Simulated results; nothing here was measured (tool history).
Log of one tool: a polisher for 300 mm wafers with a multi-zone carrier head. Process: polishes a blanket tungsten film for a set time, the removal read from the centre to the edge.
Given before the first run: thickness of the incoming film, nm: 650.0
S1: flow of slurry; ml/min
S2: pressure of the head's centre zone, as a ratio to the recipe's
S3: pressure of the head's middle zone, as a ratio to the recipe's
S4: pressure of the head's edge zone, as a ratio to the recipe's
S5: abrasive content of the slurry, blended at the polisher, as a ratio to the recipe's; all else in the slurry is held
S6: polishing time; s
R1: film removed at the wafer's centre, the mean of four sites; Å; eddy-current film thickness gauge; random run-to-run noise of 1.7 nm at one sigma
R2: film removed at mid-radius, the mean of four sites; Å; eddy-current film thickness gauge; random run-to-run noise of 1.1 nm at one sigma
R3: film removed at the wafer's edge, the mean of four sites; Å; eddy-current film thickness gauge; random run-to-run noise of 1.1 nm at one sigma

{"run": 1, "hour": 0.0, "S1": 215, "S2": 1, "S3": 1, "S4": 1, "S5": 1, "S6": 48, "R1": 2569.9, "R2": 2739.6, "R3": 2645.1}
{"run": 2, "hour": 8.8, "S1": 215, "S2": 1, "S3": 1, "S4": 1, "S5": 1, "S6": 40, "R1": 2196, "R2": 2239.7, "R3": 2192.6}
{"run": 3, "hour": 12.6, "S1": 205, "S2": 1, "S3": 0.98, "S4": 0.98, "S5": 0.9, "S6": 37, "R1": 1898.9, "R2": 1957.7, "R3": 1940.9}
{"run": 4, "hour": 19.3, "S1": 205, "S2": 1, "S3": 0.98, "S4": 0.9, "S5": 0.9, "S6": 37, "R1": 1876.6, "R2": 1943.7, "R3": 1854.2}
{"run": 5, "hour": 24.9, "S1": 205, "S2": 0.95, "S3": 0.98, "S4": 0.9, "S5": 0.9, "S6": 37, "R1": 1870.2, "R2": 1950.4, "R3": 1865.3}
{"run": 6, "hour": 30.2, "S1": 205, "S2": 0.95, "S3": 0.98, "S4": 0.97, "S5": 0.9, "S6": 37, "R1": 1828.3, "R2": 1924.7, "R3": 1956.2}
{"run": 7, "hour": 35.1, "S1": 205, "S2": 0.98, "S3": 0.95, "S4": 0.95, "S5": 0.85, "S6": 35, "R1": 1778.1, "R2": 1765.6, "R3": 1750}
{"run": 8, "hour": 37.0, "S1": 200, "S2": 0.98, "S3": 0.93, "S4": 0.94, "S5": 0.8, "S6": 34, "R1": 1643.3, "R2": 1641.3, "R3": 1700.4}
{"run": 9, "hour": 38.0, "S1": 170, "S2": 1.08, "S3": 0.93, "S4": 0.84, "S5": 0.55, "S6": 22, "R1": 992.56, "R2": 908.09, "R3": 897.42}
{"run": 10, "hour": 39.9, "S1": 230, "S2": 1.1, "S3": 0.92, "S4": 0.94, "S5": 0.6, "S6": 22, "R1": 1117.8, "R2": 973.26, "R3": 1012.5}

Estimate the outcome of run 11 from the log above:
{"run": 11, "hour": 48.7, "S1": 240, "S2": 1.1, "S3": 0.93, "S4": 0.96, "S5": 0.6, "S6": 22, "R1": "?", "R2": "?", "R3": "?"}

Run 11 gave R1 1119.4 Å, R2 989.26 Å, R3 1007.1 Å.

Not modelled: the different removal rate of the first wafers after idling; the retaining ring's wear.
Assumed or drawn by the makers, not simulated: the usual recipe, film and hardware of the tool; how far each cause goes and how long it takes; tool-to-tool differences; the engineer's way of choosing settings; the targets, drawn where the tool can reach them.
